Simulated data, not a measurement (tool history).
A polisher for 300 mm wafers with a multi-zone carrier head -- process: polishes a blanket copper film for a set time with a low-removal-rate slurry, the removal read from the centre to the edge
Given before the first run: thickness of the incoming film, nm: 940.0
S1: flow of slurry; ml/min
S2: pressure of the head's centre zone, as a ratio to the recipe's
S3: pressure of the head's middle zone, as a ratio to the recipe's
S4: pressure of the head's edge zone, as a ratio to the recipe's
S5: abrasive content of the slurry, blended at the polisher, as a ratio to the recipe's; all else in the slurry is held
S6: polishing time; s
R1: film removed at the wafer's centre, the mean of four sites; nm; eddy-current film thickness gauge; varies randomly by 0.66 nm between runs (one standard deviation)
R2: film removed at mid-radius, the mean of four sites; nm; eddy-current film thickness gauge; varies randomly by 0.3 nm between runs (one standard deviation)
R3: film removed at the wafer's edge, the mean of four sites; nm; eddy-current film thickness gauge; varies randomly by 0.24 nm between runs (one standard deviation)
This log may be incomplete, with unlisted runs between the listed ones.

run,hour,S1,S2,S3,S4,S5,S6,R1,R2,R3
1,0.0,170,1.00,1.00,1.00,1.00,35,73.878,77.583,77.681
2,4.5,170,0.96,1.00,1.00,1.00,35,73.008,76.540,77.456
3,8.4,170,0.96,1.00,1.04,1.00,35,71.627,76.626,79.632
4,17.3,165,0.97,0.99,1.02,0.95,33,68.907,71.038,74.633
5,19.3,165,0.97,0.99,1.02,0.95,41,83.216,88.086,91.327
6,24.2,165,0.97,0.99,1.02,0.95,36,75.526,79.136,80.230
7,31.5,160,0.95,0.97,1.00,0.90,34,66.131,70.969,74.574
8,35.9,155,1.05,1.03,0.90,0.65,24,48.683,48.661,46.756
9,40.4,150,1.06,1.03,0.89,0.65,24,49.074,49.279,46.847
10,45.6,150,1.07,1.03,0.88,0.65,24,51.543,49.330,45.931
11,53.5,145,1.07,1.02,0.87,0.65,24,50.288,49.120,45.535
# hour 61.1: centre zone pressure recalibrated
12,61.1,145,1.07,1.01,0.86,0.65,24,53.460,47.782,45.230
13,67.1,140,1.07,1.01,0.85,0.65,24,54.537,47.189,44.936

Run 14 has not been measured yet. What should we expect?
14,73.0,130,1.02,1.00,0.82,0.50,19,?,?,?

{"run 14": {"R1": 38.378, "R2": 35.438, "R3": 33.253}}

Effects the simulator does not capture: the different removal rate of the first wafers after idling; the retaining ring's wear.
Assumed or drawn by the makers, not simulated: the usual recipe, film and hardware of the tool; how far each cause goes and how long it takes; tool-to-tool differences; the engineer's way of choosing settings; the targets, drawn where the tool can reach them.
